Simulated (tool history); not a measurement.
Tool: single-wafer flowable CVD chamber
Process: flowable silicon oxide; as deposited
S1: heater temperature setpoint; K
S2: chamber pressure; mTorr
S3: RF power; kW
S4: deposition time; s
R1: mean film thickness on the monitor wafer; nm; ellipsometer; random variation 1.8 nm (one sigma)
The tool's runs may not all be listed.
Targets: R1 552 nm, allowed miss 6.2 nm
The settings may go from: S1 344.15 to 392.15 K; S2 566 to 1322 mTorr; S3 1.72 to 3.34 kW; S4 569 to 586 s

run	day	S1	S2	S3	S4	R1
1	0	368.15	944	2.53	569	491.69
2	0.262	368.15	944	2.195	569	488.4
3	0.633	368.15	944	2.195	569	485.92
4	0.904	368.15	791	2.195	569	407.22
5	1.104	368.15	791	1.905	569	402.78
6	1.133	368.15	865	1.905	569	439.12
7	1.304	366.15	865	1.905	569	474.7
8	1.646	365.15	865	1.905	569	492.14
9	1.838	364.15	865	1.905	569	509.75
10	1.925	361.15	865	1.905	569	563.27

Which of these 4 next moves meets every target?
A	2.012	362.15	848	1.9	569	?
B	2.012	358.15	777	2.07	586	?
C	2.012	363.15	891	1.825	577	?
D	2.012	359.15	789	1.86	586	?

move	R1
A	535.81
B	585.9
C	548.5
D	566.68
A: takes the result that was furthest off past its target
B: further off than the last run
C: meets every target
D: further off than the last run
Answer: C

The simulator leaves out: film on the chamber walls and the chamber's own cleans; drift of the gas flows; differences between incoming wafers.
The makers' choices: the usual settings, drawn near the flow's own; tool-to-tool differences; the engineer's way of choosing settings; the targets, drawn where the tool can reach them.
